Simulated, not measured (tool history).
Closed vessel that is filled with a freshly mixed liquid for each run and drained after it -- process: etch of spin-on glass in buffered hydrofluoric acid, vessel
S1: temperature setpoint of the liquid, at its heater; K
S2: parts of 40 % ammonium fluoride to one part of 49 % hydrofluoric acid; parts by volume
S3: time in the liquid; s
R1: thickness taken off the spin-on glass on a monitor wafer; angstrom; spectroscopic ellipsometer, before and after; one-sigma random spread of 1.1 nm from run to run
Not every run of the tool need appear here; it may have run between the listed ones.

run 1 hour=0.0 | S1=293.15 S2=13.0 S3=90 | R1=1869.0
run 2 hour=1.5 | S1=292.15 S2=13.0 S3=90 | R1=1774.3
run 3 hour=2.9 | S1=291.65 S2=13.0 S3=90 | R1=1705.7
run 4 hour=3.6 | S1=291.15 S2=13.0 S3=90 | R1=1668.8
run 5 hour=4.7 | S1=291.15 S2=15.5 S3=90 | R1=1404.1
run 6 hour=11.1 | S1=291.65 S2=15.5 S3=90 | R1=1436.7
run 7 hour=19.2 | S1=291.65 S2=15.5 S3=90 | R1=1427.9

For run 8, what comes out?
run 8 hour=23.1 | S1=291.65 S2=15.5 S3=90 | R1=?

Logged for run 8: R1 1448.0 angstrom.
